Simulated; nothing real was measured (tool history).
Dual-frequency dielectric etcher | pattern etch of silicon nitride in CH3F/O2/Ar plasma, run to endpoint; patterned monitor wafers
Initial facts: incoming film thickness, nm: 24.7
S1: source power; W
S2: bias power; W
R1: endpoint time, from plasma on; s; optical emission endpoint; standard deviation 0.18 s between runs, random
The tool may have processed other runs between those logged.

| run | day | S1 | S2 | R1 |
|---|---|---|---|---|
| 1 | 0 | 410 | 57 | 40.015 |
| 2 | 0.362 | 410 | 53 | 41.253 |
| 3 | 0.425 | 370 | 49 | 44.739 |
| 4 | 0.671 | 370 | 58 | 42.029 |
| 5 | 0.7 | 340 | 58 | 44.021 |
| 6 | 0.912 | 320 | 56 | 46.685 |
| 7 | 1.083 | 250 | 52 | 55.476 |

Expected results for the next run?
| 8 | 1.429 | 260 | 52 | ? |

{"run 8": {"R1": 54.269}}

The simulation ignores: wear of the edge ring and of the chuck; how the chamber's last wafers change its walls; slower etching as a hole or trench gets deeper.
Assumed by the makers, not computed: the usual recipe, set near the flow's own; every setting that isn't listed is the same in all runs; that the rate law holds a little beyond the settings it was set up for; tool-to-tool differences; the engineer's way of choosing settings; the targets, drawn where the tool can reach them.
